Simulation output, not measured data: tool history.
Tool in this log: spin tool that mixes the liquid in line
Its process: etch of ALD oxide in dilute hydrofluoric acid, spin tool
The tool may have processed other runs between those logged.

run  hour  temperature setpoint of the liquid (C)  parts of water to one part of 49 % hydrofluoric acid (parts by volume)  time under the liquid (s)  thickness taken off the ALD oxide on a monitor wafer (angstrom)
  1   0.0                                    22.0                                                                      70                         50                                                           218.01
  2   3.3                                    24.0                                                                      70                         50                                                           235.10
  3   8.7                                    25.5                                                                      65                         50                                                           272.70
  4  13.4                                    25.5                                                                      65                         55                                                           300.02
  5  19.0                                    26.5                                                                      65                         55                                                           310.51
  6  23.5                                    23.5                                                                      65                         55                                                           274.93
  7  28.7                                    23.5                                                                      65                         55                                                           277.69
  8  35.0                                    27.5                                                                      65                         55                                                           321.67

Run 9 has not been measured yet. What should we expect?
  9  36.6                                    28.0                                                                      65                         55                                                                ?

For run 9 the tool returned thickness taken off the ALD oxide on a monitor wafer (angstrom) 329.68.
